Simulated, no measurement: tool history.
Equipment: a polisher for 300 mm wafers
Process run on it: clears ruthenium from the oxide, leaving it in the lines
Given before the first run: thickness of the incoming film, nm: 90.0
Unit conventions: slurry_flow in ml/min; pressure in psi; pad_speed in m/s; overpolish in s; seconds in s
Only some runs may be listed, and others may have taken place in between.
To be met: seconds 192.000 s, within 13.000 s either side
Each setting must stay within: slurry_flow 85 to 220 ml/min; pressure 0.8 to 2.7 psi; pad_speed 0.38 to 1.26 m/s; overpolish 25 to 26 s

run  hour  slurry_flow  pressure  pad_speed  overpolish  seconds
  1   0.0          140       1.7       0.82          25  116.630
  2   5.4          140       2.1       0.82          25   95.848
  3  10.3          160       2.1       0.82          25   91.499
  4  16.1          175       2.1       0.82          25   90.861
  5  17.4          175       2.1       0.96          25   79.693
  6  20.6          175       2.1       0.96          26   78.090
  7  25.9          175       1.9       0.92          26   89.342
  8  34.7          170       1.7       0.88          26  105.620
  9  38.1          170       1.5       0.86          26  116.990
 10  39.3          165       1.0       0.68          26  214.020

Exactly one of the 4 candidate moves below puts every result within its allowed miss. Which one?
  A  40.5          155       1.1       0.58          26        ?
  B  40.5          190       1.3       0.56          26        ?
  C  40.5          165       1.1       0.86          26        ?
  D  40.5          165       1.0       0.98          26        ?

move  seconds
   A  232.460
   B  197.070
   C  166.430
   D  162.950
A: further off than the last run
B: in spec on every target
C: pushes the last run's worst result past its target
D: pushes the last run's worst result past its target
Correct choice: B, which meets every target

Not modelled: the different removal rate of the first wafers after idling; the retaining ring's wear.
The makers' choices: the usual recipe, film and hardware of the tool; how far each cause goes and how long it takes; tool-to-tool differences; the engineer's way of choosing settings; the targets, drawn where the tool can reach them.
